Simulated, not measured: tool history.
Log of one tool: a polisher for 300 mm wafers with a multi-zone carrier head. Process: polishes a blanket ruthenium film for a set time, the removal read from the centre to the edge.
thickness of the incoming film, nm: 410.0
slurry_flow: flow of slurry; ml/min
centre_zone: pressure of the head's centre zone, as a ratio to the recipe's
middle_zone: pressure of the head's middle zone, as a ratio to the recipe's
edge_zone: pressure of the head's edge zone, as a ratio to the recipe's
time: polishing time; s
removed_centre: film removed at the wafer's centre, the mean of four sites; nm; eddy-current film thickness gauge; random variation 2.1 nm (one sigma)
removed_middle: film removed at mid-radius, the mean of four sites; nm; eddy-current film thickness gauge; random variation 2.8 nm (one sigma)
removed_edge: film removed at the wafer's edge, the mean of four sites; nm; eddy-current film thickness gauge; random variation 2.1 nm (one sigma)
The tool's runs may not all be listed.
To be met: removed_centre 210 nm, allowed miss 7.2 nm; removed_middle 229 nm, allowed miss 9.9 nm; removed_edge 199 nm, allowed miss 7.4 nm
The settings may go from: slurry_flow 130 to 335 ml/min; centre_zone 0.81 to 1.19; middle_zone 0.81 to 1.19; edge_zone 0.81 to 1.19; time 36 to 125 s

run	hour	slurry_flow	centre_zone	middle_zone	edge_zone	time	removed_centre	removed_middle	removed_edge
1	0	215	1	1	1	80	158.58	158.97	153.07
2	4.2	225	1.01	1.04	1.02	84	165.46	168.57	165.67
3	5.4	225	1.02	1.07	0.99	88	173.19	184.56	171.39
4	8.9	275	1.02	1.07	0.99	88	185.1	185.95	173.09
5	13.3	310	1.02	1.07	0.99	88	181.68	190.76	174.75
6	15.9	275	1.02	1.07	0.99	88	179.91	186.77	175.35
7	17.9	280	1.03	1.09	0.98	90	187.36	192.24	175.42
8	25.8	285	1.03	1.11	0.98	92	191.97	198.56	180.39

4 next moves are on the table. One of them brings every result within its allowed miss. Which?
A	33.7	250	1.05	0.82	1.19	99	?	?	?
B	33.7	255	0.81	1.14	1.02	106	?	?	?
C	33.7	290	1	1.12	0.95	104	?	?	?
D	33.7	280	1.02	1.19	0.88	108	?	?	?

move	removed_centre	removed_middle	removed_edge
A	203.64	166.62	210.91
B	168.62	236.09	209.16
C	207.58	230.95	200.74
D	219.18	251.83	200.91
A: further off than the last run
B: brings the result that was furthest off to its target, and leaves another outside
C: meets every target
D: takes the result that was furthest off past its target
Answer: C
